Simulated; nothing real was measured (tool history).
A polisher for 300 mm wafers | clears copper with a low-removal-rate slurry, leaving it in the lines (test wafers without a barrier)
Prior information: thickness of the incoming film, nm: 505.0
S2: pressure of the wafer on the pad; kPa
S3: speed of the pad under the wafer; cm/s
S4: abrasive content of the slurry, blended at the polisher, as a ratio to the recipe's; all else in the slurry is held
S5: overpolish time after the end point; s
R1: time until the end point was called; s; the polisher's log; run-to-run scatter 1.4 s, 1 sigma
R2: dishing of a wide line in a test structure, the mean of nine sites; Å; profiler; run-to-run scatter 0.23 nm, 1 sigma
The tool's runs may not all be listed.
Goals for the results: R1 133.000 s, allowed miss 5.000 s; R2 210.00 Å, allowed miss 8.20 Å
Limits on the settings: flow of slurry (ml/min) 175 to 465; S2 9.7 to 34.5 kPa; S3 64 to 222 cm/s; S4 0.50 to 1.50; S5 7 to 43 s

Run 1, day 0.000: flow of slurry (ml/min) 295, S2 22.1 kPa, S3 142 cm/s, S4 1.00, S5 22 s. Result: R1 98.329 s, R2 691.84 Å.
Run 2, day 0.133: flow of slurry (ml/min) 270, S2 22.1 kPa, S3 142 cm/s, S4 1.00, S5 22 s. Result: R1 100.060 s, R2 668.46 Å.
Run 3, day 0.392: flow of slurry (ml/min) 245, S2 18.6 kPa, S3 148 cm/s, S4 1.00, S5 18 s. Result: R1 111.410 s, R2 542.95 Å.
Run 4, day 0.462: flow of slurry (ml/min) 280, S2 18.6 kPa, S3 148 cm/s, S4 1.00, S5 18 s. Result: R1 108.110 s, R2 538.21 Å.
Run 5, day 0.492: flow of slurry (ml/min) 330, S2 16.5 kPa, S3 148 cm/s, S4 0.90, S5 15 s. Result: R1 122.850 s, R2 435.26 Å.
Run 6, day 0.608: flow of slurry (ml/min) 365, S2 14.5 kPa, S3 154 cm/s, S4 0.80, S5 13 s. Result: R1 132.330 s, R2 354.80 Å.
Run 7, day 0.933: flow of slurry (ml/min) 390, S2 13.1 kPa, S3 162 cm/s, S4 0.70, S5 11 s. Result: R1 139.530 s, R2 304.71 Å.
Run 8, day 1.154: flow of slurry (ml/min) 410, S2 12.4 kPa, S3 170 cm/s, S4 0.65, S5 10 s. Result: R1 142.950 s, R2 270.95 Å.
Run 9, day 1.275: flow of slurry (ml/min) 425, S2 11.7 kPa, S3 182 cm/s, S4 0.60, S5 9 s. Result: R1 139.790 s, R2 242.58 Å.
Run 10, day 1.642: flow of slurry (ml/min) 435, S2 11.7 kPa, S3 186 cm/s, S4 0.55, S5 8 s. Result: R1 134.070 s, R2 226.72 Å.
Run 11, day 1.746: flow of slurry (ml/min) 465, S2 10.3 kPa, S3 192 cm/s, S4 0.50, S5 7 s. Result: R1 147.510 s, R2 189.86 Å.
Run 12, day 1.817: flow of slurry (ml/min) 460, S2 10.3 kPa, S3 194 cm/s, S4 0.50, S5 7 s. Result: R1 145.680 s, R2 186.87 Å.
Run 13, day 2.088: flow of slurry (ml/min) 450, S2 10.3 kPa, S3 196 cm/s, S4 0.50, S5 7 s. Result: R1 145.920 s, R2 191.34 Å.
Run 14, day 2.188: flow of slurry (ml/min) 445, S2 10.3 kPa, S3 196 cm/s, S4 0.50, S5 7 s. Result: R1 144.950 s, R2 191.71 Å.
Run 15, day 2.221: flow of slurry (ml/min) 440, S2 10.3 kPa, S3 196 cm/s, S4 0.50, S5 7 s. Result: R1 145.250 s, R2 189.36 Å.
Run 16, day 2.250: flow of slurry (ml/min) 440, S2 11.0 kPa, S3 196 cm/s, S4 0.50, S5 7 s. Result: R1 139.280 s, R2 196.97 Å.
Run 17, day 2.304: flow of slurry (ml/min) 440, S2 12.4 kPa, S3 196 cm/s, S4 0.50, S5 8 s. Result: R1 127.330 s, R2 239.54 Å.
Run 18, day 2.396: flow of slurry (ml/min) 440, S2 12.4 kPa, S3 198 cm/s, S4 0.50, S5 8 s. Result: R1 127.470 s, R2 245.74 Å.
Run 19, day 2.558: flow of slurry (ml/min) 445, S2 11.7 kPa, S3 200 cm/s, S4 0.50, S5 8 s. Result: R1 128.420 s, R2 234.02 Å.

Next run, 5 choices. One meets every target within its allowed miss, the rest don't. Which?
Run A, day 2.721: flow of slurry (ml/min) 460, S2 12.4 kPa, S3 198 cm/s, S4 0.55, S5 7 s. Result: R1 ?, R2 ?.
Run B, day 2.721: flow of slurry (ml/min) 465, S2 10.3 kPa, S3 200 cm/s, S4 0.50, S5 7 s. Result: R1 ?, R2 ?.
Run C, day 2.721: flow of slurry (ml/min) 455, S2 13.1 kPa, S3 180 cm/s, S4 0.50, S5 7 s. Result: R1 ?, R2 ?.
Run D, day 2.721: flow of slurry (ml/min) 405, S2 11.7 kPa, S3 214 cm/s, S4 0.50, S5 9 s. Result: R1 ?, R2 ?.
Run E, day 2.721: flow of slurry (ml/min) 455, S2 10.3 kPa, S3 202 cm/s, S4 0.50, S5 7 s. Result: R1 ?, R2 ?.

move       R1      R2
   A  123.840  221.29
   B  142.710  193.80
   C  133.200  207.76
   D  123.060  276.30
   E  141.510  195.27
A: moves toward the targets from the last run without getting all of them in spec
B: takes the biggest miss from the last run beyond its target
C: every result within its allowed miss
D: its largest miss is bigger than the last run's
E: takes the biggest miss from the last run beyond its target
C meets every target.

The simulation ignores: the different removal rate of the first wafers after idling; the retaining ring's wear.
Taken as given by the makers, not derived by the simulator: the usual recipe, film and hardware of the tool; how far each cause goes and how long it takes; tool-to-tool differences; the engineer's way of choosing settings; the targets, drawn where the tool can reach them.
